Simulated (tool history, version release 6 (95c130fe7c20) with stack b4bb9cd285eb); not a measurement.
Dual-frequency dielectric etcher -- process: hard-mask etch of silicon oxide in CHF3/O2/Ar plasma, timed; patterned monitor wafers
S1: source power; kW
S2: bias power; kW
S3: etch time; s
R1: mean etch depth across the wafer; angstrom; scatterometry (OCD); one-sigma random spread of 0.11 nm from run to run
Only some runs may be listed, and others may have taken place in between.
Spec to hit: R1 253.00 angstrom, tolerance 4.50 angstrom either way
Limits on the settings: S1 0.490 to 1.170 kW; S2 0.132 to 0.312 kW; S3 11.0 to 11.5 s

run	day	S1	S2	S3	R1
1	0.000	0.830	0.222	11.5	279.90
2	0.038	0.830	0.222	11.0	268.04
3	0.358	0.830	0.222	11.5	278.79
4	0.683	0.830	0.199	11.5	273.17
5	0.867	0.830	0.199	11.0	261.97
6	1.150	0.910	0.199	11.0	271.34
7	1.233	0.890	0.198	11.0	268.85
8	1.292	0.750	0.191	11.0	246.01
9	1.642	0.760	0.191	11.0	246.63

Which one of the following 4 next-run settings gets every result inside its allowed miss? There is exactly one.
A	1.992	0.770	0.195	11.5	?
B	1.992	0.580	0.250	11.5	?
C	1.992	0.830	0.179	11.0	?
D	1.992	0.780	0.198	11.5	?

move	R1
A	261.65
B	244.08
C	253.78
D	264.21
A: pushes the last run's worst result past its target
B: misses by more than the last run did
C: every result lands within tolerance
D: pushes the last run's worst result past its target
So the answer is move C, the one that meets all the targets.
